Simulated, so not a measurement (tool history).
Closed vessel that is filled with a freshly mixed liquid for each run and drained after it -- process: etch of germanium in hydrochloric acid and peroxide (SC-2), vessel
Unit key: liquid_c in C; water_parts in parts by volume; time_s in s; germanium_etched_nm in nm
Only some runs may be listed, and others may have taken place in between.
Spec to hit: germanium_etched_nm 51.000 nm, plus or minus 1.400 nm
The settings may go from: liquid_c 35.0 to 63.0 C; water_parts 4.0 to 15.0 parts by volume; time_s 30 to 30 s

{"run": 1, "hour": 0.0, "liquid_c": 47.0, "water_parts": 8.5, "time_s": 30, "germanium_etched_nm": 61.427}
{"run": 2, "hour": 9.0, "liquid_c": 46.0, "water_parts": 8.5, "time_s": 30, "germanium_etched_nm": 60.366}
{"run": 3, "hour": 16.7, "liquid_c": 45.0, "water_parts": 8.5, "time_s": 30, "germanium_etched_nm": 57.312}
{"run": 4, "hour": 21.1, "liquid_c": 44.5, "water_parts": 8.5, "time_s": 30, "germanium_etched_nm": 56.495}
{"run": 5, "hour": 26.4, "liquid_c": 48.0, "water_parts": 8.5, "time_s": 30, "germanium_etched_nm": 63.639}
{"run": 6, "hour": 35.4, "liquid_c": 47.0, "water_parts": 8.5, "time_s": 30, "germanium_etched_nm": 61.626}
{"run": 7, "hour": 39.2, "liquid_c": 46.0, "water_parts": 8.5, "time_s": 30, "germanium_etched_nm": 60.241}
{"run": 8, "hour": 45.5, "liquid_c": 45.0, "water_parts": 8.5, "time_s": 30, "germanium_etched_nm": 58.068}
{"run": 9, "hour": 52.9, "liquid_c": 44.5, "water_parts": 8.5, "time_s": 30, "germanium_etched_nm": 56.381}
{"run": 10, "hour": 59.4, "liquid_c": 44.0, "water_parts": 8.5, "time_s": 30, "germanium_etched_nm": 56.397}
{"run": 11, "hour": 62.7, "liquid_c": 43.5, "water_parts": 8.5, "time_s": 30, "germanium_etched_nm": 54.418}
{"run": 12, "hour": 70.3, "liquid_c": 43.0, "water_parts": 8.5, "time_s": 30, "germanium_etched_nm": 54.406}
{"run": 13, "hour": 77.2, "liquid_c": 42.5, "water_parts": 8.5, "time_s": 30, "germanium_etched_nm": 52.933}

Which one of the following 5 next-run settings gets every result inside its allowed miss? There is exactly one.
{"run": "A", "hour": 84.1, "liquid_c": 43.0, "water_parts": 8.5, "time_s": 30, "germanium_etched_nm": "?"}
{"run": "B", "hour": 84.1, "liquid_c": 45.0, "water_parts": 9.0, "time_s": 30, "germanium_etched_nm": "?"}
{"run": "C", "hour": 84.1, "liquid_c": 44.0, "water_parts": 10.0, "time_s": 30, "germanium_etched_nm": "?"}
{"run": "D", "hour": 84.1, "liquid_c": 41.5, "water_parts": 9.0, "time_s": 30, "germanium_etched_nm": "?"}
{"run": "E", "hour": 84.1, "liquid_c": 44.0, "water_parts": 8.5, "time_s": 30, "germanium_etched_nm": "?"}

move=A germanium_etched_nm=53.847
move=B germanium_etched_nm=57.210
move=C germanium_etched_nm=54.911
move=D germanium_etched_nm=51.053
move=E germanium_etched_nm=55.629
A: lands further from the targets than the last run did
B: lands further from the targets than the last run did
C: lands further from the targets than the last run did
D: every result lands within tolerance
E: lands further from the targets than the last run did
The move that meets every target is D.

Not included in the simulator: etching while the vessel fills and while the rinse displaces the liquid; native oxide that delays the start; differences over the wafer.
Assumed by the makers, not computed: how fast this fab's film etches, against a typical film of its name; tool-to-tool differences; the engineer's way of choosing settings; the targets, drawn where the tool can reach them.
